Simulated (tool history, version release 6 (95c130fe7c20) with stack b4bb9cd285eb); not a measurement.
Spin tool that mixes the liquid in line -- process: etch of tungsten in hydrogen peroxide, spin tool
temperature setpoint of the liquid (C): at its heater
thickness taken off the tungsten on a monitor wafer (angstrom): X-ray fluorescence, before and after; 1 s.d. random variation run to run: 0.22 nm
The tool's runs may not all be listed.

run	hour	temperature setpoint of the liquid (C)	concentration of hydrogen peroxide in the mixed liquid (% by weight)	time under the liquid (s)	thickness taken off the tungsten on a monitor wafer (angstrom)
1	0.0	50	24.5	15	242.11
2	6.4	50	24.5	15	241.04
3	14.0	50	24.5	15	239.21
4	20.6	50	29.0	15	263.02
# hour 22.4: new drum of peroxide connected
5	22.4	50	29.0	15	268.14
6	24.9	45	29.0	15	195.74
7	28.1	49	29.0	15	251.59
8	33.0	52	29.0	15	302.16

Run 9, settings as shown, results not yet in. Your forecast:
9	33.9	60	29.0	15	?

thickness taken off the tungsten on a monitor wafer (angstrom): 483.93

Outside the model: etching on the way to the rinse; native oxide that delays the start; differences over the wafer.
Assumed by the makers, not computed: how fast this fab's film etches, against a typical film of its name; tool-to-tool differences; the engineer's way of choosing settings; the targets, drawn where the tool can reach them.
